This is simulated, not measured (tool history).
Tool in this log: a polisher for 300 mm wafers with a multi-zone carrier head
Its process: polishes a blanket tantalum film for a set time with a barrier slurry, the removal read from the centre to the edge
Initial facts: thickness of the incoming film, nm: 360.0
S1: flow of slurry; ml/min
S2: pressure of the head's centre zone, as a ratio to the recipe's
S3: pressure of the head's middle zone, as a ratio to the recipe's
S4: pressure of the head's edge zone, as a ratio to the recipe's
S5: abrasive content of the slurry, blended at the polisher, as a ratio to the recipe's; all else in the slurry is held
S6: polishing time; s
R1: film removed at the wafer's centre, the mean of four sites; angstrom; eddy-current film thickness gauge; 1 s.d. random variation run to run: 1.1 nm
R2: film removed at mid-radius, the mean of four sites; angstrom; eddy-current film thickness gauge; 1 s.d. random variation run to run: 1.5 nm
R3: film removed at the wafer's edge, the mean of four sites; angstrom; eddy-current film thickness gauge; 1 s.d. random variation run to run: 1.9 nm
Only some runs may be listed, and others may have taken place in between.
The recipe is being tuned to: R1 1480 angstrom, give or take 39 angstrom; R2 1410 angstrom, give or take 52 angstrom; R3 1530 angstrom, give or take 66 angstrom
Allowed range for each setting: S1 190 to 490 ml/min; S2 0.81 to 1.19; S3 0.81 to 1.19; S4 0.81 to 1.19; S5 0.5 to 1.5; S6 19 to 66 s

run    day   S1    S2    S3    S4    S5  S6      R1      R2      R3
  1      0  315     1     1     1     1  42  1069.9  1074.5  1044.1
  2  0.304  315     1     1  0.93     1  42  1083.6  1075.8  1033.8
  3  0.433  310     1  0.98  0.95   1.1  44  1153.5  1145.5  1075.4
  4  0.638  325     1  0.96  0.99   1.1  46    1210  1180.1  1176.9
  5  0.683  340     1  0.95  1.02  1.15  47  1273.4  1208.6  1213.3
  6  0.742  335  0.99  0.94  1.04   1.2  48  1307.7    1219  1307.9
  7  0.971  335  0.99  0.96  1.06  1.25  48  1325.4  1277.6  1318.6
  8  1.088  330  0.99  0.96  1.08   1.3  48  1328.3    1288  1342.1
  9  1.262  330  0.99  0.96   1.1  1.35  48  1344.7  1291.3  1353.8
 10  1.467  335  0.99  0.96  1.11   1.4  48  1381.9  1351.5  1399.8
 11  1.721  345  0.99  0.96  1.12   1.4  48  1355.7  1303.1  1391.1
 12  1.958  345  0.99  0.96  1.13   1.4  48  1360.7  1305.2  1388.9
 13  2.304  345  0.99  0.96  1.15  1.45  50  1433.9  1423.3  1517.6

4 next moves are on the table. One of them brings every result within its allowed miss. Which?
  A  2.65  405  0.98  0.94  1.13   1.5  51   ?   ?   ?
  B  2.65  315  0.93  1.08  1.18  1.35  51   ?   ?   ?
  C  2.65  330  0.95     1  1.19   1.5  50   ?   ?   ?
  D  2.65  345  0.98  1.06  1.14   1.5  48   ?   ?   ?

move      R1      R2      R3
   A  1472.6  1410.4  1541.3
   B  1346.8  1514.2  1509.5
   C  1382.4  1431.5  1530.4
   D  1367.1  1449.8  1440.1
A: meets every target
B: further off than the last run
C: further off than the last run
D: further off than the last run
Go with A: it meets all targets.
